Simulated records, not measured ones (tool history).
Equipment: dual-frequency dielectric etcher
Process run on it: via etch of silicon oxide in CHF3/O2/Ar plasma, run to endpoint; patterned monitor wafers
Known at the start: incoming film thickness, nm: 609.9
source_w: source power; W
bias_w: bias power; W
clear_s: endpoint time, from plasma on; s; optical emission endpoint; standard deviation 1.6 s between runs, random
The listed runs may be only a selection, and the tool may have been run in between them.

{"run": 1, "hour": 0.0, "source_w": 510, "bias_w": 162, "clear_s": 347.1}
{"run": 2, "hour": 7.6, "source_w": 550, "bias_w": 165, "clear_s": 331.04}
{"run": 3, "hour": 15.4, "source_w": 600, "bias_w": 165, "clear_s": 318.45}
{"run": 4, "hour": 23.7, "source_w": 530, "bias_w": 165, "clear_s": 338.34}
{"run": 5, "hour": 26.2, "source_w": 440, "bias_w": 165, "clear_s": 367.1}
{"run": 6, "hour": 27.6, "source_w": 440, "bias_w": 144, "clear_s": 386.68}
{"run": 7, "hour": 29.2, "source_w": 520, "bias_w": 147, "clear_s": 353.91}
{"run": 8, "hour": 30.1, "source_w": 560, "bias_w": 149, "clear_s": 339.38}

Run 9 comes next. What will it give?
{"run": 9, "hour": 34.2, "source_w": 590, "bias_w": 150, "clear_s": "?"}

Run 9 yielded clear_s 329.4 s.
